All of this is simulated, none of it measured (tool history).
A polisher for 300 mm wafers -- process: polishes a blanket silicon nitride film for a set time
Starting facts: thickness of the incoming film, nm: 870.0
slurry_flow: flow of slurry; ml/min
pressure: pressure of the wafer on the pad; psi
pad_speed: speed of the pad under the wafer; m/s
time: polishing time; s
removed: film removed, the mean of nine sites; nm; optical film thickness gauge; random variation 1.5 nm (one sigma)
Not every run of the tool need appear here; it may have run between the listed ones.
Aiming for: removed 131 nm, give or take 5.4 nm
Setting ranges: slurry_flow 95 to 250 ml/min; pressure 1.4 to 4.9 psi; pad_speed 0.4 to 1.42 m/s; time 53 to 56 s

run,hour,slurry_flow,pressure,pad_speed,time,removed
1,0,160,3.1,0.9,53,75.493
2,7.5,160,3.1,0.74,53,64.784
3,11.9,160,3.4,0.76,53,71.877
4,14.9,160,3.4,0.54,53,55.503
5,20.8,160,3.4,0.7,53,68.411
6,28,160,3.9,0.7,53,76.116
# hour 31.7: head pressure recalibrated
7,31.7,160,4,0.74,53,87.631
8,34.7,160,4.1,0.74,53,88.981
9,43.2,160,4.2,0.76,53,91.235
10,52.2,160,4.2,0.76,53,91.721
11,59.8,160,4.3,0.78,53,98.712
12,66,160,4.4,0.78,53,101.09

Exactly one of the 5 candidate moves below puts every result within its allowed miss. Which one?
A,72.2,145,4.2,1.04,54,?
B,72.2,140,4.9,0.94,56,?
C,72.2,145,4.8,0.86,55,?
D,72.2,205,4.4,0.86,56,?
E,72.2,145,4.3,0.96,54,?

move,removed
A,122.91
B,135.73
C,122.54
D,121.42
E,117.97
A: nearer the targets than the last run, but a result is still out of spec
B: hits every target within its allowed miss
C: nearer the targets than the last run, but a result is still out of spec
D: nearer the targets than the last run, but a result is still out of spec
E: nearer the targets than the last run, but a result is still out of spec
The move that meets every target is B.

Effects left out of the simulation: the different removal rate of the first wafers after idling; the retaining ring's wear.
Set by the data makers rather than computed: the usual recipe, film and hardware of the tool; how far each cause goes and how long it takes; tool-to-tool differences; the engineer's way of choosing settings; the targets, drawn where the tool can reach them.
